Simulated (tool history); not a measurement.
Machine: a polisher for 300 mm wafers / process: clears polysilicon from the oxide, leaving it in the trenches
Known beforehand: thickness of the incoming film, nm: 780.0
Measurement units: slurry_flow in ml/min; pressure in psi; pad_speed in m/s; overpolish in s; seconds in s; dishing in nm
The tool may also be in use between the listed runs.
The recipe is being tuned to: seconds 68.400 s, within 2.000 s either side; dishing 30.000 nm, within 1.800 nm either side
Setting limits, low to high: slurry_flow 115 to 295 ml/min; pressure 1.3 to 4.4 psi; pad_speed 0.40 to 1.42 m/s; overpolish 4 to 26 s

run	hour	slurry_flow	pressure	pad_speed	overpolish	seconds	dishing
1	0.0	190	2.8	0.90	13	71.814	42.779
2	8.8	190	2.8	0.70	13	90.429	41.896
3	13.0	190	2.8	0.58	13	108.890	40.285
4	16.4	200	3.0	0.58	12	102.810	40.868
5	20.4	200	3.0	0.58	16	104.920	42.069
6	25.5	200	2.5	0.58	16	117.980	42.013
7	26.3	190	2.7	0.58	15	110.960	39.913
8	29.4	180	2.9	0.58	14	108.490	40.218
9	37.4	170	3.1	0.60	13	99.621	42.216
10	40.4	185	3.0	0.64	12	94.062	40.751
11	43.0	175	3.1	0.66	11	92.148	39.153
12	48.0	170	3.2	0.66	10	89.968	40.475
13	53.1	165	3.2	0.68	9	86.679	38.042
14	59.4	160	3.2	0.70	8	86.263	35.751
15	66.0	155	3.2	0.72	8	84.735	37.094
16	73.1	205	3.8	0.62	4	82.615	25.780
17	75.2	200	3.9	0.62	4	81.050	28.172

4 next moves are on the table. One of them brings every result within its allowed miss. Which?
A	77.3	200	3.1	0.66	4	?	?
B	77.3	215	4.4	0.62	4	?	?
C	77.3	230	3.8	0.74	4	?	?
D	77.3	210	3.6	0.60	5	?	?

move	seconds	dishing
A	89.404	26.377
B	73.280	29.731
C	68.227	30.936
D	87.746	30.457
A: its largest miss is bigger than the last run's
B: nearer than the last run, and not there yet
C: all results land within tolerance of their targets
D: its largest miss is bigger than the last run's
The move that meets every target is C.

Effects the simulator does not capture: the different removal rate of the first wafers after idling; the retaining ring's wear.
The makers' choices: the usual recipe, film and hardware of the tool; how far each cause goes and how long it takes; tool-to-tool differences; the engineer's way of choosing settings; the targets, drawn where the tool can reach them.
